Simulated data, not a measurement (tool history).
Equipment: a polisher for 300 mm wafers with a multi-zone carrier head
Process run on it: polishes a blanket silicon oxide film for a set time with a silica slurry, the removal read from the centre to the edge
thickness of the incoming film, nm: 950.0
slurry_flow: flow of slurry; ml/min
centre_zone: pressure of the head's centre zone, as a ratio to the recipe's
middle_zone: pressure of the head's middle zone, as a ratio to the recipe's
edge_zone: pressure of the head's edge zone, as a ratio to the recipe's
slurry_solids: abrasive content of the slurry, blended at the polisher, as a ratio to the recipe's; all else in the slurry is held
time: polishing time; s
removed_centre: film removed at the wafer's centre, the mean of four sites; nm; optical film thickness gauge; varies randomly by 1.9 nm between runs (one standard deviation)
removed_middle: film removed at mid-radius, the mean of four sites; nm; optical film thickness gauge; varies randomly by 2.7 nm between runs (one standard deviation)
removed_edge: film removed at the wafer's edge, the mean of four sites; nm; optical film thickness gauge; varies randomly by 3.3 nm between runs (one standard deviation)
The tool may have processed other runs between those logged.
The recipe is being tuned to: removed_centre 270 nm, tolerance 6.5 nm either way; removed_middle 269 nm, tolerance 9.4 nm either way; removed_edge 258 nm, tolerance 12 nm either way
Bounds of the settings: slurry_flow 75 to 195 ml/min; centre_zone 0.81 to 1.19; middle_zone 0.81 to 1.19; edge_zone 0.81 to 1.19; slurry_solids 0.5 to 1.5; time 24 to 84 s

| run | day | slurry_flow | centre_zone | middle_zone | edge_zone | slurry_solids | time | removed_centre | removed_middle | removed_edge |
|---|---|---|---|---|---|---|---|---|---|---|
| 1 | 0 | 125 | 1 | 1 | 1 | 1 | 54 | 215.92 | 224.15 | 217.46 |
| 2 | 0.208 | 125 | 1 | 1 | 1 | 1 | 49 | 196 | 201.7 | 194.56 |
| 3 | 0.388 | 135 | 1.02 | 1.02 | 1.04 | 1.05 | 49 | 212.47 | 216.32 | 204.58 |
| 4 | 0.625 | 135 | 1.02 | 1.02 | 1.1 | 1.05 | 49 | 210.52 | 212.62 | 215.71 |
| 5 | 0.929 | 135 | 1.02 | 1.08 | 1.1 | 1.05 | 49 | 210.32 | 222.5 | 210.56 |
| 6 | 1.075 | 135 | 1.02 | 1.08 | 1.1 | 1.05 | 37 | 158.82 | 168.66 | 162.25 |
| 7 | 1.442 | 140 | 1.03 | 1.08 | 1.12 | 1.15 | 39 | 178.62 | 188.86 | 179.23 |
| 8 | 1.712 | 145 | 1.04 | 1.07 | 1.14 | 1.25 | 41 | 199.45 | 203.34 | 199.32 |
| 9 | 1.946 | 150 | 1.05 | 1.08 | 1.15 | 1.3 | 42 | 212.04 | 218.25 | 209.28 |
| 10 | 2.162 | 155 | 1.06 | 1.08 | 1.16 | 1.35 | 43 | 223.58 | 229.65 | 221.99 |
| 11 | 2.388 | 160 | 1.07 | 1.08 | 1.17 | 1.4 | 43 | 232.03 | 229.17 | 224.51 |
| 12 | 2.638 | 160 | 1.07 | 1.09 | 1.17 | 1.4 | 44 | 236.04 | 235.8 | 229.04 |
| 13 | 2.767 | 165 | 1.07 | 1.09 | 1.17 | 1.4 | 45 | 242.88 | 242.84 | 240.71 |

Of the 4 settings listed for the next run, only one would bring every result within its allowed miss of target. Which one?
| A | 2.896 | 125 | 1.11 | 1.14 | 1.15 | 1.5 | 50 | ? | ? | ? |
| B | 2.896 | 195 | 1.1 | 1.01 | 1.19 | 1.35 | 48 | ? | ? | ? |
| C | 2.896 | 170 | 0.99 | 1.09 | 1.19 | 1.4 | 54 | ? | ? | ? |
| D | 2.896 | 185 | 1.03 | 1.13 | 1.19 | 1.45 | 47 | ? | ? | ? |

| move | removed_centre | removed_middle | removed_edge |
|---|---|---|---|
| A | 270.85 | 270.79 | 255.43 |
| B | 271.86 | 254.54 | 254.65 |
| C | 272.56 | 296.21 | 286.05 |
| D | 254.58 | 270.51 | 255.2 |
A: every result within its allowed miss
B: gets the furthest-off result to its target, but another result is out of tolerance
C: gets the furthest-off result to its target, but another result is out of tolerance
D: better than the last run, though not everything is in spec
Move A is the one to make.

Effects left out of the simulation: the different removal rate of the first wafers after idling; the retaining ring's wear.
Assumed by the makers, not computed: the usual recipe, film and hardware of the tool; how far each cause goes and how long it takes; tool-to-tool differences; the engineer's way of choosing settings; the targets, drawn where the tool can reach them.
